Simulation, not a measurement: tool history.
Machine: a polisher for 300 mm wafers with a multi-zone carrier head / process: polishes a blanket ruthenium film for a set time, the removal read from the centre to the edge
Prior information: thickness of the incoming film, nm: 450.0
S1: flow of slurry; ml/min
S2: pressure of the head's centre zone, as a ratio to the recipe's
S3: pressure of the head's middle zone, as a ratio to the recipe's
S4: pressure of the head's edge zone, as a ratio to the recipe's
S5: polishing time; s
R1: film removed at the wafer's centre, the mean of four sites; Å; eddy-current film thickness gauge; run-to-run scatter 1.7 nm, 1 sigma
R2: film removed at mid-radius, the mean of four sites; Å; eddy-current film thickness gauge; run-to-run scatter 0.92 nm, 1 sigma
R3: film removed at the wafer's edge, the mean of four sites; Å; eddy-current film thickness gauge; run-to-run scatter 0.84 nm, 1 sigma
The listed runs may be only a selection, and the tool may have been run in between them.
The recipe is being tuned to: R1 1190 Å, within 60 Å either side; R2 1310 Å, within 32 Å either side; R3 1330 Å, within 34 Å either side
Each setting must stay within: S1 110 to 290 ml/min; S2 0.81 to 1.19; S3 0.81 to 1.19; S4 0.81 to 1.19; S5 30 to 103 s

run 1 day=0 | S1=185 S2=1 S3=1 S4=1 S5=66 | R1=1035.8 R2=1047 R3=1070.4
run 2 day=0.271 | S1=185 S2=1 S3=1 S4=1 S5=78 | R1=1212 R2=1240.1 R3=1276.3
run 3 day=0.604 | S1=185 S2=1 S3=1 S4=1 S5=90 | R1=1404.6 R2=1418.2 R3=1452.8
run 4 day=0.975 | S1=185 S2=1 S3=1 S4=1.04 S5=90 | R1=1389.2 R2=1401.9 R3=1493.2
run 5 day=1.25 | S1=185 S2=0.92 S3=1 S4=1.04 S5=90 | R1=1324.3 R2=1404.5 R3=1502.2
run 6 day=1.283 | S1=185 S2=0.92 S3=1.03 S4=1.04 S5=90 | R1=1315.4 R2=1455.6 R3=1486.7
run 7 day=1.358 | S1=170 S2=0.91 S3=1.02 S4=1.02 S5=89 | R1=1241 R2=1385.7 R3=1449.8
run 8 day=1.458 | S1=160 S2=0.92 S3=1.02 S4=0.99 S5=88 | R1=1217.3 R2=1371.9 R3=1388.2
run 9 day=1.612 | S1=155 S2=0.93 S3=1.01 S4=0.98 S5=88 | R1=1223.8 R2=1374.6 R3=1375
run 10 day=1.833 | S1=150 S2=0.93 S3=1 S4=0.98 S5=88 | R1=1242.8 R2=1332.8 R3=1378.9

4 next moves are on the table. One of them brings every result within its allowed miss. Which?
run A day=2.054 | S1=175 S2=0.92 S3=1.02 S4=0.99 S5=83 | R1=? R2=? R3=?
run B day=2.054 | S1=140 S2=1.03 S3=1.02 S4=0.98 S5=86 | R1=? R2=? R3=?
run C day=2.054 | S1=150 S2=0.97 S3=0.97 S4=0.96 S5=92 | R1=? R2=? R3=?
run D day=2.054 | S1=140 S2=0.87 S3=0.99 S4=1.06 S5=88 | R1=? R2=? R3=?

move=A R1=1182.1 R2=1304 R3=1345.6
move=B R1=1273.8 R2=1289.2 R3=1341.8
move=C R1=1320.3 R2=1343.2 R3=1438.3
move=D R1=1136.8 R2=1287 R3=1427.1
A: every result within its allowed miss
B: meets the target for the result that was furthest off, but another lies outside its allowed miss
C: lands further from the targets than the last run did
D: lands further from the targets than the last run did
Correct choice: A, which meets every target
